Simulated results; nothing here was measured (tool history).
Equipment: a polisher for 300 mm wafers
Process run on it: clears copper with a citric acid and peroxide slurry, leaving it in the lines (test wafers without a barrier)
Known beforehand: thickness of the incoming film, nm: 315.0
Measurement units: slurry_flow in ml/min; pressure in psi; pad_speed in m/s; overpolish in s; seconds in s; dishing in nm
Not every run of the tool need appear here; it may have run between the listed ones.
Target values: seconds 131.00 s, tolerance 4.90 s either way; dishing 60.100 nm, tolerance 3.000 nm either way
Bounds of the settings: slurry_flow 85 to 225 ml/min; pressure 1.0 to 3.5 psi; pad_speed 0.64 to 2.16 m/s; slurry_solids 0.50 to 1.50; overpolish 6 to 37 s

| run | hour | slurry_flow | pressure | pad_speed | slurry_solids | overpolish | seconds | dishing |
|---|---|---|---|---|---|---|---|---|
| 1 | 0.0 | 145 | 2.2 | 1.40 | 1.00 | 19 | 174.15 | 28.639 |
| 2 | 6.5 | 145 | 1.7 | 1.40 | 1.00 | 19 | 224.43 | 22.595 |
| 3 | 11.3 | 140 | 2.1 | 1.40 | 1.00 | 22 | 184.69 | 31.496 |
| 4 | 14.3 | 110 | 2.1 | 1.40 | 1.00 | 22 | 186.55 | 30.659 |
| 5 | 16.5 | 110 | 2.1 | 1.40 | 0.90 | 22 | 194.10 | 28.656 |
| 6 | 19.9 | 95 | 2.1 | 1.40 | 0.90 | 22 | 197.42 | 28.538 |
| 7 | 21.3 | 95 | 2.3 | 1.40 | 0.95 | 24 | 177.87 | 34.136 |
| 8 | 22.7 | 100 | 2.5 | 1.40 | 1.00 | 26 | 166.89 | 39.718 |
| 9 | 25.2 | 105 | 2.7 | 1.40 | 1.00 | 27 | 151.45 | 44.301 |

Below are 4 possible settings for the next run. Only one of them brings all results inside the allowed miss of their targets. Which is it?
| A | 27.7 | 85 | 3.2 | 1.40 | 1.05 | 32 | ? | ? |
| B | 27.7 | 85 | 3.5 | 1.40 | 1.05 | 26 | ? | ? |
| C | 27.7 | 155 | 3.0 | 1.56 | 0.80 | 31 | ? | ? |
| D | 27.7 | 90 | 3.1 | 1.46 | 1.20 | 28 | ? | ? |

| move | seconds | dishing |
|---|---|---|
| A | 133.44 | 60.133 |
| B | 122.38 | 54.555 |
| C | 124.39 | 61.795 |
| D | 126.58 | 56.056 |
A: every result within its allowed miss
B: nearer than the last run, and not there yet
C: the worst result of the last run now meets its target, but another is out of spec
D: nearer than the last run, and not there yet
So the answer is move A, the one that meets all the targets.
